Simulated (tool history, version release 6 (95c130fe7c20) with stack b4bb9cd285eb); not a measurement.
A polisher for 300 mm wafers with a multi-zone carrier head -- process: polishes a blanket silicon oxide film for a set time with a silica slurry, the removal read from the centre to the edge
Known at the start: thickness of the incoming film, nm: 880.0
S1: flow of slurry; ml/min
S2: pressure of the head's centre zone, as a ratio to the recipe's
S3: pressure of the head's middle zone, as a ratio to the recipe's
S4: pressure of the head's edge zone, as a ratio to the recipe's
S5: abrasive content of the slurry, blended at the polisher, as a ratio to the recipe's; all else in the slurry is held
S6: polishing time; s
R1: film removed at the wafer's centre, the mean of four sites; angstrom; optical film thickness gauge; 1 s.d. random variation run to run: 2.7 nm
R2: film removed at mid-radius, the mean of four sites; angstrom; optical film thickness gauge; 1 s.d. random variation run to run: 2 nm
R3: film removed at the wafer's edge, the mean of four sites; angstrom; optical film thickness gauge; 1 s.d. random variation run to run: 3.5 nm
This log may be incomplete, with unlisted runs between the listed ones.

run,hour,S1,S2,S3,S4,S5,S6,R1,R2,R3
1,0,145,1,1,1,1,68,1919.1,1896.5,1891.9
2,7.4,150,1.01,1.01,1.02,1.05,69,1990.8,2031.5,1998.2
3,13.5,155,1.03,1,1.03,1.1,70,2125.5,2069.8,2013
4,18.3,150,1.04,0.99,1.04,1.15,72,2223.6,2147.2,2157.7
5,22.9,150,0.98,0.99,1.04,1.15,72,2091.9,2137.9,2162.4
6,25.1,150,1,0.99,1.05,1.2,73,2213.1,2240.8,2219.2
7,30.3,150,1.01,0.99,1.06,1.25,74,2334.3,2290.8,2279.2

Expected results for the next run?
8,34.7,190,1.05,1.01,1.16,1.5,79,?,?,?

{"run 8": {"R1": 2823.2, "R2": 2760.4, "R3": 2865.6}}
